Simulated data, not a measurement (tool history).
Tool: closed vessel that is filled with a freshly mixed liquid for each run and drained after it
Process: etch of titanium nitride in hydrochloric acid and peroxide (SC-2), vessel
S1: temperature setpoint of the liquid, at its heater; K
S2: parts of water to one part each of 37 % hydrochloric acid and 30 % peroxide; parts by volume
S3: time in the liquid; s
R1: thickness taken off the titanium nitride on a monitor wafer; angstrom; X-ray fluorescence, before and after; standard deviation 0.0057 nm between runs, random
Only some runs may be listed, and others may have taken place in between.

run	hour	S1	S2	S3	R1
1	0	327.15	7.5	30	13.168
2	8.6	327.15	5	30	17.781
3	11.1	321.15	5	30	11.946
4	13.1	319.15	5	30	10.548
5	14.3	317.65	5	30	9.3357
6	19.7	317.15	5	30	9.1197
7	27.7	316.65	5	30	8.6247
8	32.7	316.15	5	30	8.4901

Run 9 comes next. What will it give?
9	37.3	315.65	5	30	?

R1: 8.2157 angstrom

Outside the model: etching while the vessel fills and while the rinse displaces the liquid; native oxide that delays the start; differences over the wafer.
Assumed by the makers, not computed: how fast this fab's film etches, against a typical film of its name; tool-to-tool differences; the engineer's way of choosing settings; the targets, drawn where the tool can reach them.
